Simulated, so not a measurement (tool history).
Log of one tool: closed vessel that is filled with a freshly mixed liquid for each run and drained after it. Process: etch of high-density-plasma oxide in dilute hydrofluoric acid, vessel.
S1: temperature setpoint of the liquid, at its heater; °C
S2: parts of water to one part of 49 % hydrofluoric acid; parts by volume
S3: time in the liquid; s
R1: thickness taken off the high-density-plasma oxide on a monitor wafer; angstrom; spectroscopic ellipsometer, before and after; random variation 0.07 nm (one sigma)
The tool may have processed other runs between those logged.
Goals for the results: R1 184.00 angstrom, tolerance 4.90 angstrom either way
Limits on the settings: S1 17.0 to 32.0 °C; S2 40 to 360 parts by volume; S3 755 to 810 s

run	hour	S1	S2	S3	R1
1	0.0	24.0	200	755	266.70
2	4.0	23.5	200	755	261.72
3	13.1	23.5	200	810	281.02
4	16.5	23.5	200	755	261.98
5	22.9	25.5	200	755	282.20
6	27.1	24.5	200	755	269.47
7	33.1	24.0	200	755	264.43
8	41.4	23.5	200	755	261.21
9	47.8	23.0	200	755	256.40
10	55.1	22.5	200	755	252.19
11	61.5	22.0	205	755	240.50
12	66.1	21.5	205	755	232.64
13	73.6	21.0	205	755	229.98
14	76.6	20.5	205	755	226.02
15	85.6	20.0	205	755	222.34
16	93.7	17.0	225	755	176.07

Of the 4 settings listed for the next run, only one would bring every result within its allowed miss of target. Which one?
A	101.8	17.0	220	775	?
B	101.8	19.0	235	810	?
C	101.8	17.0	215	790	?
D	101.8	19.0	245	760	?

move	R1
A	186.22
B	194.26
C	195.11
D	173.22
A: every result lands within tolerance
B: takes the biggest miss from the last run beyond its target
C: takes the biggest miss from the last run beyond its target
D: its largest miss is bigger than the last run's
A is the move that brings every result within its allowed miss.
